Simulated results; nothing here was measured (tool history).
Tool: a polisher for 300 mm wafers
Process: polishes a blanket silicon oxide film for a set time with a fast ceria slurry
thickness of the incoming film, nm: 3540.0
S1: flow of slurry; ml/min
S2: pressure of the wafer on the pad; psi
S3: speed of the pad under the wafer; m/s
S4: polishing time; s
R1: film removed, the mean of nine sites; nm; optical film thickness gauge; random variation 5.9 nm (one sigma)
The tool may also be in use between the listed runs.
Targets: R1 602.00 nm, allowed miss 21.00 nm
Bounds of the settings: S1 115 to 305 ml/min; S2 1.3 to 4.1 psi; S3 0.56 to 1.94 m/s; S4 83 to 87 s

| run | hour | S1 | S2 | S3 | S4 | R1 |
|---|---|---|---|---|---|---|
| 1 | 0.0 | 195 | 2.7 | 1.24 | 83 | 1362.90 |
| 2 | 8.7 | 195 | 3.1 | 1.24 | 83 | 1574.10 |
| 3 | 11.4 | 195 | 3.1 | 1.24 | 87 | 1661.10 |
| 4 | 20.2 | 195 | 3.1 | 1.48 | 87 | 1908.70 |
| 5 | 27.1 | 195 | 3.1 | 1.48 | 83 | 1827.80 |
| 6 | 30.7 | 190 | 2.7 | 1.32 | 83 | 1450.50 |
| 7 | 37.0 | 190 | 2.4 | 1.16 | 83 | 1181.00 |
| 8 | 40.5 | 185 | 2.1 | 1.04 | 83 | 974.11 |
| 9 | 41.9 | 180 | 1.9 | 0.96 | 83 | 823.43 |
| 10 | 49.1 | 175 | 1.8 | 0.94 | 83 | 777.39 |
| 11 | 57.2 | 165 | 1.3 | 0.84 | 83 | 537.27 |
| 12 | 65.9 | 175 | 1.3 | 0.84 | 83 | 544.01 |

5 next moves are on the table. One of them brings every result within its allowed miss. Which?
| A | 74.6 | 165 | 1.8 | 0.74 | 83 | ? |
| B | 74.6 | 185 | 1.3 | 0.90 | 86 | ? |
| C | 74.6 | 165 | 1.4 | 0.78 | 85 | ? |
| D | 74.6 | 150 | 1.9 | 0.68 | 87 | ? |
| E | 74.6 | 175 | 1.8 | 0.58 | 85 | ? |

| move | R1 |
|---|---|
| A | 637.68 |
| B | 591.40 |
| C | 550.51 |
| D | 650.92 |
| E | 558.13 |
A: takes the result that was furthest off past its target
B: meets every target
C: nearer than the last run, and not there yet
D: takes the result that was furthest off past its target
E: nearer than the last run, and not there yet
Move B is the one to make.

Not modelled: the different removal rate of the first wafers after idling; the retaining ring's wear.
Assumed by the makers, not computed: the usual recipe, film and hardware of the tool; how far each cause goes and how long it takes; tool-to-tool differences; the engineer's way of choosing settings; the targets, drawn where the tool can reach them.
